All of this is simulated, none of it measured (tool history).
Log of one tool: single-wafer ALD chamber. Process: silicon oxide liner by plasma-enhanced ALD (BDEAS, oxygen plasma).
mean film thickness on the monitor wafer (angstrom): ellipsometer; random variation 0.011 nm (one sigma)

run,hour,heater temperature setpoint (deg C),number of ALD cycles (cycles),mean film thickness on the monitor wafer (angstrom)
1,0,310,31,29.41
2,3.5,319,31,28.907
3,4.4,319,35,32.61
4,13,316,36,33.483
5,17.6,316,32,29.996
6,19.5,314,34,31.636
7,28.2,314,36,33.74

Forecast run 8:
8,36.4,312,37,?

mean film thickness on the monitor wafer (angstrom): 34.935

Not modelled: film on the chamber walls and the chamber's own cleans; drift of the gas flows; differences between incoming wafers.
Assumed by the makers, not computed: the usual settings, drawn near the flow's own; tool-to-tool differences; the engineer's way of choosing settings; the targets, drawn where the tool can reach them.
